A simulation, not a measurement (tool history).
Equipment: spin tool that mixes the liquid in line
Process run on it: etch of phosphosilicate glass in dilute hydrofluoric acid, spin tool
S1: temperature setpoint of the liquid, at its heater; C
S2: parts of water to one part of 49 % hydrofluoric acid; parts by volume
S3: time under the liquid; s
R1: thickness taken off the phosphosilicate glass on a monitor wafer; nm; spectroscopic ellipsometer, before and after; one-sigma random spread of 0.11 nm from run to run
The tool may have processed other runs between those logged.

run  hour    S1   S2  S3      R1
  1   0.0  24.0  165  55  22.653
  2   8.7  24.0  165  60  24.542
  3  16.2  22.0  170  60  22.220
  4  25.1  19.0  170  60  19.669
  5  33.4  19.0  190  60  17.324
  6  42.2  19.0  190  60  17.274
  7  43.7  18.5  190  60  17.059

Run 8 comes next. What will it give?
  8  45.0  18.0  190  60   ?

Run 8 produced R1 16.693 nm.
